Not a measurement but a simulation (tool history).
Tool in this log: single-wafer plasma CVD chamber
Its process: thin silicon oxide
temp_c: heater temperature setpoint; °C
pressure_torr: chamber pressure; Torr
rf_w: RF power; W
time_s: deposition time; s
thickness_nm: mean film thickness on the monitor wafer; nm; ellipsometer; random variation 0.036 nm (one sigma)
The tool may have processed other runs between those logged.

run,hour,temp_c,pressure_torr,rf_w,time_s,thickness_nm
1,0.0,425,0.724,280,7.95,10.6770
2,3.2,425,0.649,280,7.95,9.7144
3,5.8,425,0.684,280,7.95,10.2250
4,10.3,429,0.684,280,7.95,10.1170
5,16.7,429,0.804,280,7.95,11.5540
6,17.3,427,0.817,280,7.95,11.7690
7,21.8,426,0.830,280,7.95,11.9340
8,29.4,426,0.842,280,7.95,12.0270
9,38.0,426,0.853,280,7.95,12.1580
10,38.7,426,0.863,280,7.95,12.2860
11,46.8,426,0.871,280,7.95,12.3320
12,54.5,426,0.879,280,7.95,12.4070

Estimate the outcome of run 13 from the log above:
13,63.3,426,0.886,280,7.95,?

thickness_nm: 12.4940 nm

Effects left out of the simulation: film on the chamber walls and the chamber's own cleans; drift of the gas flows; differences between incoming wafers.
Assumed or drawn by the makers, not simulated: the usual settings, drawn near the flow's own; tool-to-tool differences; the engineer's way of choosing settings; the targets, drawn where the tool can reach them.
